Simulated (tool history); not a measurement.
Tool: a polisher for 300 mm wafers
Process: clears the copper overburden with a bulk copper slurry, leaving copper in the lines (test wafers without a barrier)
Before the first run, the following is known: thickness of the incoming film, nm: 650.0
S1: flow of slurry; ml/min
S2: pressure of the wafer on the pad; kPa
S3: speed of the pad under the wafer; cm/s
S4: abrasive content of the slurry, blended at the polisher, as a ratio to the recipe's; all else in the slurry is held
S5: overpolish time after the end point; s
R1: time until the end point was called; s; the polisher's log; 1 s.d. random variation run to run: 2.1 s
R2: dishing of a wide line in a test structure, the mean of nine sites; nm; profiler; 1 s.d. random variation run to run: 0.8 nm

| run | hour | S1 | S2 | S3 | S4 | S5 | R1 | R2 |
|---|---|---|---|---|---|---|---|---|
| 1 | 0.0 | 275 | 15.2 | 136 | 1.0 | 23 | 70.201 | 37.745 |
| 2 | 2.9 | 275 | 11.7 | 136 | 1.0 | 23 | 91.081 | 36.450 |
| 3 | 4.2 | 275 | 15.9 | 136 | 1.0 | 23 | 67.740 | 38.240 |
| 4 | 12.6 | 275 | 14.5 | 134 | 1.0 | 24 | 74.044 | 40.734 |
| 5 | 20.1 | 275 | 13.1 | 132 | 1.0 | 23 | 82.093 | 37.810 |
| 6 | 26.9 | 275 | 11.7 | 130 | 1.0 | 23 | 96.084 | 37.427 |
| 7 | 33.9 | 275 | 7.6 | 128 | 1.0 | 19 | 146.000 | 29.156 |

For run 8, what comes out?
| 8 | 40.6 | 275 | 7.6 | 126 | 1.0 | 21 | ? | ? |

R1: 148.140 s
R2: 30.184 nm
